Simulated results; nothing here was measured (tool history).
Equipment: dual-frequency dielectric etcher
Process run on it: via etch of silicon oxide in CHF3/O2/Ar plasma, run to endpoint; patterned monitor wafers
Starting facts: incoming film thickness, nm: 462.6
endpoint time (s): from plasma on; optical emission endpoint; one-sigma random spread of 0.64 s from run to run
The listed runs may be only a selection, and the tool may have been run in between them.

run  hour  source power (W)  bias power (W)  endpoint time (s)
  1   0.0               670             165             216.57
  2   2.3               730             166             210.44
  3   6.4               780             167             204.41
  4   9.9               810             168             201.55
  5  17.1               830             169             199.05
  6  23.2               730             169             208.16

Forecast run 7:
  7  27.5               770             170                  ?

{"run 7": {"endpoint time (s)": 205.16}}
